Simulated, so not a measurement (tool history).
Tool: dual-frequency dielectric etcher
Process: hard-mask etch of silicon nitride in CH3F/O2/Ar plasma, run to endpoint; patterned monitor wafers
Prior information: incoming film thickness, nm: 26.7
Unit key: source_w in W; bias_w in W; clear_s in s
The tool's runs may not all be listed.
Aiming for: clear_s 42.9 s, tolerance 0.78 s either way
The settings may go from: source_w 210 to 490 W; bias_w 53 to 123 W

run,hour,source_w,bias_w,clear_s
1,0,350,88,36.498
2,6.7,310,86,38.28
3,14,310,101,35.669
4,17,280,95,37.931
5,20.8,260,91,39.689
6,21.5,250,89,40.574
7,24.4,240,88,41.075
8,29,210,83,44.179

Of the 4 settings listed for the next run, only one would bring every result within its allowed miss of target. Which one?
A,33.6,210,77,?
B,33.6,210,74,?
C,33.6,220,72,?
D,33.6,210,89,?

move,clear_s
A,45.638
B,46.509
C,46.467
D,42.618
A: moves away from the targets compared with the last run
B: moves away from the targets compared with the last run
C: moves away from the targets compared with the last run
D: hits every target within its allowed miss
Answer: D
